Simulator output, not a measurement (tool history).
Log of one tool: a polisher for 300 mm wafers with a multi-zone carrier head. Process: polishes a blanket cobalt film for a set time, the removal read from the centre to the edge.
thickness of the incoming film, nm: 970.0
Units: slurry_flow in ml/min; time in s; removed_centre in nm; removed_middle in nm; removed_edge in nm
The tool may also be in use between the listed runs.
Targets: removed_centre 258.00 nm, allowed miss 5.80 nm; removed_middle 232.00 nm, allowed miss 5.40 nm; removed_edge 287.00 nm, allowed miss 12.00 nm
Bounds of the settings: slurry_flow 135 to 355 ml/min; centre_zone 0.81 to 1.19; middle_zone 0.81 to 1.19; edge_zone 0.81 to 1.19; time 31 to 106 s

run	hour	slurry_flow	centre_zone	middle_zone	edge_zone	time	removed_centre	removed_middle	removed_edge
1	0.0	225	1.00	1.00	1.00	68	306.98	296.30	294.42
2	1.2	225	1.00	1.00	1.06	68	304.72	295.78	306.51
3	9.9	215	0.98	0.96	1.06	67	292.92	283.56	305.09
4	16.1	205	0.97	0.93	1.06	66	282.22	269.43	301.95
5	17.7	205	0.97	0.93	1.06	79	341.62	322.54	358.18
6	18.5	195	0.96	0.91	1.05	76	320.06	304.38	344.99
7	19.4	195	0.96	0.81	1.04	59	248.59	211.18	266.56
8	27.1	205	0.96	0.82	1.05	59	251.12	219.53	264.29

4 next moves are on the table. One of them brings every result within its allowed miss. Which?
A	34.8	170	0.92	0.81	1.03	65	?	?	?
B	34.8	135	0.90	0.83	1.07	65	?	?	?
C	34.8	195	0.98	0.81	1.15	60	?	?	?
D	34.8	205	0.96	0.83	1.05	58	?	?	?

move	removed_centre	removed_middle	removed_edge
A	262.58	235.48	281.13
B	250.44	234.86	281.72
C	262.07	220.09	276.94
D	249.43	218.08	256.48
A: meets every target
B: brings the result that was furthest off to its target, and leaves another outside
C: as far off as the last run
D: further off than the last run
Answer: A

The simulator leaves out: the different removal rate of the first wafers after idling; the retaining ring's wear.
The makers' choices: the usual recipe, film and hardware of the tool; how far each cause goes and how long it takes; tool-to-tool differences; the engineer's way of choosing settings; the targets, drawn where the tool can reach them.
